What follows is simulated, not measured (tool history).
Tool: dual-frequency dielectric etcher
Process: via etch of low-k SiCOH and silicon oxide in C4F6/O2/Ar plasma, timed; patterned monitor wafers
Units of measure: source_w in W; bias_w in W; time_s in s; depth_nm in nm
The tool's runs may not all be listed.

Run 1, day 0.000: source_w 440 W, bias_w 243 W, time_s 87.5 s. Result: depth_nm 272.39 nm.
Run 2, day 0.108: source_w 440 W, bias_w 282 W, time_s 87.5 s. Result: depth_nm 289.89 nm.
Run 3, day 0.417: source_w 440 W, bias_w 282 W, time_s 91.0 s. Result: depth_nm 298.91 nm.
Run 4, day 0.646: source_w 480 W, bias_w 282 W, time_s 91.0 s. Result: depth_nm 309.17 nm.
Run 5, day 0.988: source_w 440 W, bias_w 255 W, time_s 90.5 s. Result: depth_nm 288.65 nm.
Run 6, day 1.329: source_w 440 W, bias_w 228 W, time_s 90.5 s. Result: depth_nm 277.56 nm.
At day 1.412: bias power generator calibrated.
Run 7, day 1.412: source_w 410 W, bias_w 211 W, time_s 90.0 s. Result: depth_nm 256.11 nm.
Run 8, day 1.754: source_w 320 W, bias_w 179 W, time_s 89.5 s. Result: depth_nm 217.32 nm.

The next listed run, before its measurement:
Run 9, day 2.050: source_w 280 W, bias_w 175 W, time_s 89.5 s. Result: depth_nm ?.

depth_nm: 203.55 nm

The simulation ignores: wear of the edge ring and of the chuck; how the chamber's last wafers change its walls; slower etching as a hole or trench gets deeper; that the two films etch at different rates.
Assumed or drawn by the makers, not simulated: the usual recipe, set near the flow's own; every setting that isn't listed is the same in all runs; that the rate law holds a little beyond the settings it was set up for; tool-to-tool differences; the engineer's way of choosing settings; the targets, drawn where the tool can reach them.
